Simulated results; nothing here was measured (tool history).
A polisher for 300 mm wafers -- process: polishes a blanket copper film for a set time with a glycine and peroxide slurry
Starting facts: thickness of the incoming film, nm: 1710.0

| run | hour | flow of slurry (ml/min) | pressure of the wafer on the pad (kPa) | speed of the pad under the wafer (m/s) | polishing time (s) | film removed (nm) |
|---|---|---|---|---|---|---|
| 1 | 0 | 300 | 22.1 | 1.06 | 42 | 218.27 |
| 2 | 2.4 | 300 | 21.4 | 1.06 | 42 | 214.01 |
| 3 | 7.1 | 300 | 20.7 | 1.06 | 42 | 208.65 |
| 4 | 15.1 | 300 | 20 | 1.06 | 42 | 202.71 |
| 5 | 22.1 | 300 | 20 | 1.32 | 42 | 245.96 |
| 6 | 27.8 | 360 | 20 | 1.32 | 42 | 248.21 |
| 7 | 34 | 360 | 17.9 | 1.32 | 42 | 227.94 |
| 8 | 37.8 | 360 | 16.5 | 1.32 | 42 | 211.31 |

For run 9, what comes out?
| 9 | 40.6 | 360 | 15.9 | 1.32 | 42 | ? |

film removed (nm): 203.09
